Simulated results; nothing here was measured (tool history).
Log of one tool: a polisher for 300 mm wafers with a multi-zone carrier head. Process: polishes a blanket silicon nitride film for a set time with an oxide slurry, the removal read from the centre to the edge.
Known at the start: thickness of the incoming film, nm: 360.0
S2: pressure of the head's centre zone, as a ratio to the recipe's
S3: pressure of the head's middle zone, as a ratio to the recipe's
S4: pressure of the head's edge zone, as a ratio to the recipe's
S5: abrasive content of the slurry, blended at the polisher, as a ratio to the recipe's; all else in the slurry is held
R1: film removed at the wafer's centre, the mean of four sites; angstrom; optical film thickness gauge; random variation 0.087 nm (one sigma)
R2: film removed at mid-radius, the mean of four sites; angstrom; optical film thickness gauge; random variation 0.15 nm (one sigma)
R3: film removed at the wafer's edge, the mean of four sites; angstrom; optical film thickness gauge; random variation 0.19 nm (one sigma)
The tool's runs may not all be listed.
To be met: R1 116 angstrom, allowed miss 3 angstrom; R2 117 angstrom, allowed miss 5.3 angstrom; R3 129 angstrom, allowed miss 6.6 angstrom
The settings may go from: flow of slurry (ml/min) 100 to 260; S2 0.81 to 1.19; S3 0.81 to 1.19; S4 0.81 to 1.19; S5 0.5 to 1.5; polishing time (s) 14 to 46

run 1 hour=0 | flow_of_slurry_(ml/min)=165 S2=1 S3=1 S4=1 S5=1 polishing_time_(s)=30 | R1=144.02 R2=130.94 R3=133.24
run 2 hour=8.4 | flow_of_slurry_(ml/min)=165 S2=1 S3=1.09 S4=1 S5=1 polishing_time_(s)=30 | R1=142.89 R2=142.38 R3=134.19
run 3 hour=11.1 | flow_of_slurry_(ml/min)=165 S2=1 S3=1.13 S4=1 S5=1 polishing_time_(s)=30 | R1=139.71 R2=146.03 R3=132.03
run 4 hour=15.5 | flow_of_slurry_(ml/min)=165 S2=1 S3=1.13 S4=1 S5=1 polishing_time_(s)=23 | R1=109.34 R2=112.51 R3=101.86
-- hour=24.4 centre zone pressure recalibrated
run 5 hour=24.4 | flow_of_slurry_(ml/min)=165 S2=0.92 S3=1.13 S4=1 S5=1 polishing_time_(s)=23 | R1=98.139 R2=111.13 R3=103.36
run 6 hour=29.1 | flow_of_slurry_(ml/min)=180 S2=0.92 S3=1.1 S4=1.05 S5=1.05 polishing_time_(s)=23 | R1=102.22 R2=111.94 R3=105.31
run 7 hour=35.7 | flow_of_slurry_(ml/min)=155 S2=0.91 S3=1.06 S4=1.06 S5=1.2 polishing_time_(s)=23 | R1=101.87 R2=113.43 R3=111.72
run 8 hour=44.3 | flow_of_slurry_(ml/min)=160 S2=0.91 S3=1.02 S4=1.09 S5=1.3 polishing_time_(s)=23 | R1=106.26 R2=111.46 R3=112.88
run 9 hour=48.6 | flow_of_slurry_(ml/min)=150 S2=0.91 S3=1 S4=1.11 S5=1.35 polishing_time_(s)=24 | R1=111.97 R2=115.42 R3=121.12
run 10 hour=55 | flow_of_slurry_(ml/min)=145 S2=0.91 S3=0.99 S4=1.13 S5=1.4 polishing_time_(s)=24 | R1=111.2 R2=115.92 R3=121.62
run 11 hour=63.5 | flow_of_slurry_(ml/min)=145 S2=0.91 S3=0.98 S4=1.15 S5=1.45 polishing_time_(s)=24 | R1=113.73 R2=114.33 R3=124.94
run 12 hour=71.6 | flow_of_slurry_(ml/min)=145 S2=0.91 S3=0.98 S4=1.16 S5=1.45 polishing_time_(s)=24 | R1=114.18 R2=115.51 R3=129.8

Which of these 4 next moves meets every target?
run A hour=79.7 | flow_of_slurry_(ml/min)=145 S2=0.91 S3=0.92 S4=1.19 S5=1.35 polishing_time_(s)=24 | R1=? R2=? R3=?
run B hour=79.7 | flow_of_slurry_(ml/min)=140 S2=0.97 S3=1.05 S4=1.19 S5=1.4 polishing_time_(s)=24 | R1=? R2=? R3=?
run C hour=79.7 | flow_of_slurry_(ml/min)=155 S2=0.87 S3=1.02 S4=1.13 S5=1.25 polishing_time_(s)=25 | R1=? R2=? R3=?
run D hour=79.7 | flow_of_slurry_(ml/min)=120 S2=0.98 S3=0.92 S4=1.18 S5=1.35 polishing_time_(s)=25 | R1=? R2=? R3=?

move=A R1=110.77 R2=106.38 R3=124.87
move=B R1=116.89 R2=118.88 R3=125.6
move=C R1=110.25 R2=118.62 R3=124.68
move=D R1=117.38 R2=107.08 R3=126.49
A: further off than the last run
B: meets every target
C: further off than the last run
D: brings the result that was furthest off to its target, and leaves another outside
The right move is B.
